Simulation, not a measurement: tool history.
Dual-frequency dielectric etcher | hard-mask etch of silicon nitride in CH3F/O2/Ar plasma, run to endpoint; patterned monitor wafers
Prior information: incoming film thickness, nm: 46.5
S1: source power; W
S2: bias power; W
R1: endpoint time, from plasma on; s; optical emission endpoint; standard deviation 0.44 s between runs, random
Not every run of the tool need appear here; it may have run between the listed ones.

run	hour	S1	S2	R1
1	0	300	100	68.757
2	8.3	330	107	64.255
3	16.2	350	110	61.7
4	19.4	350	93	67.266
5	26	370	100	63.142
6	28.6	390	104	61.238

For run 7, what comes out?
7	30.3	400	108	?

R1: 59.249 s
